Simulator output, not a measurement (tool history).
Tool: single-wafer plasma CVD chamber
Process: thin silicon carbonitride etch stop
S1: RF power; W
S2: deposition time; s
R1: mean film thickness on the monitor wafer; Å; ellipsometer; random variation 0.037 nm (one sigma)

| run | day | S1 | S2 | R1 |
|---|---|---|---|---|
| 1 | 0.000 | 215 | 12.0 | 69.181 |
| 2 | 0.238 | 225 | 12.3 | 72.304 |
| 3 | 0.392 | 225 | 11.4 | 67.265 |
| 4 | 0.596 | 230 | 11.7 | 69.249 |
| 5 | 0.788 | 230 | 11.0 | 65.327 |
| 6 | 0.996 | 235 | 11.4 | 67.863 |
| 7 | 1.271 | 235 | 11.4 | 68.132 |
| 8 | 1.296 | 270 | 13.3 | 83.388 |
| 9 | 1.471 | 270 | 13.4 | 83.719 |
| 10 | 1.588 | 270 | 13.5 | 83.953 |

Forecast run 11:
| 11 | 1.612 | 270 | 13.6 | ? |

Run 11 gave R1 85.066 Å.
